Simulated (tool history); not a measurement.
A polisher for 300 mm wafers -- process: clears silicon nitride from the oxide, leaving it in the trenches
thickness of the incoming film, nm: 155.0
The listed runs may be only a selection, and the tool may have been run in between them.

| run | hour | flow of slurry (ml/min) | pressure of the wafer on the pad (psi) | speed of the pad under the wafer (m/s) | overpolish time after the end point (s) | time until the end point was called (s) |
|---|---|---|---|---|---|---|
| 1 | 0.0 | 140 | 3.2 | 1.04 | 12 | 135.05 |
| 2 | 8.6 | 165 | 3.2 | 1.04 | 12 | 134.50 |
| 3 | 17.0 | 145 | 3.2 | 1.04 | 12 | 133.36 |
| 4 | 24.7 | 125 | 3.2 | 1.04 | 12 | 137.58 |
| 5 | 27.1 | 100 | 3.2 | 1.04 | 12 | 144.82 |
| 6 | 29.0 | 100 | 3.2 | 1.14 | 12 | 130.43 |

Run 7, settings as shown, results not yet in. Your forecast:
| 7 | 34.7 | 100 | 3.0 | 1.12 | 12 | ? |

For run 7 the tool returned time until the end point was called (s) 143.79.
